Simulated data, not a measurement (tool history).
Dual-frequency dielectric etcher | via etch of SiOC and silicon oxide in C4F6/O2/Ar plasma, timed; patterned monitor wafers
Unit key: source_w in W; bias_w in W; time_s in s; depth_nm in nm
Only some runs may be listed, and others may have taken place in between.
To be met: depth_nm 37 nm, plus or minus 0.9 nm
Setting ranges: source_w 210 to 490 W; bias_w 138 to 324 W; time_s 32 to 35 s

Run 1, hour 0: source_w 350 W, bias_w 231 W, time_s 35 s. Result: depth_nm 41.821 nm.
Run 2, hour 8.9: source_w 330 W, bias_w 228 W, time_s 35 s. Result: depth_nm 40.297 nm.
Run 3, hour 13.3: source_w 330 W, bias_w 228 W, time_s 35 s. Result: depth_nm 39.877 nm.
Run 4, hour 19.2: source_w 330 W, bias_w 244 W, time_s 35 s. Result: depth_nm 41.23 nm.
Run 5, hour 21.6: source_w 330 W, bias_w 275 W, time_s 35 s. Result: depth_nm 43.251 nm.
Run 6, hour 24.2: source_w 330 W, bias_w 275 W, time_s 35 s. Result: depth_nm 43.366 nm.
Run 7, hour 32.5: source_w 310 W, bias_w 272 W, time_s 35 s. Result: depth_nm 42.28 nm.
Run 8, hour 37.9: source_w 290 W, bias_w 267 W, time_s 35 s. Result: depth_nm 40.24 nm.
Run 9, hour 46.7: source_w 280 W, bias_w 266 W, time_s 35 s. Result: depth_nm 39.994 nm.
Run 10, hour 49: source_w 270 W, bias_w 265 W, time_s 35 s. Result: depth_nm 38.656 nm.
Run 11, hour 52.9: source_w 270 W, bias_w 264 W, time_s 35 s. Result: depth_nm 39.262 nm.
Run 12, hour 59.2: source_w 260 W, bias_w 263 W, time_s 35 s. Result: depth_nm 37.788 nm.

Which of these 5 next moves meets every target?
Run A, hour 65.5: source_w 290 W, bias_w 250 W, time_s 34.5 s. Result: depth_nm ?.
Run B, hour 65.5: source_w 250 W, bias_w 290 W, time_s 35 s. Result: depth_nm ?.
Run C, hour 65.5: source_w 240 W, bias_w 277 W, time_s 34.5 s. Result: depth_nm ?.
Run D, hour 65.5: source_w 300 W, bias_w 290 W, time_s 33 s. Result: depth_nm ?.
Run E, hour 65.5: source_w 290 W, bias_w 256 W, time_s 35 s. Result: depth_nm ?.

move  depth_nm
   A    38.958
   B    39.037
   C     37.09
   D    40.015
   E    39.875
A: its largest miss is bigger than the last run's
B: its largest miss is bigger than the last run's
C: hits every target within its allowed miss
D: its largest miss is bigger than the last run's
E: its largest miss is bigger than the last run's
So the answer is move C, the one that meets all the targets.
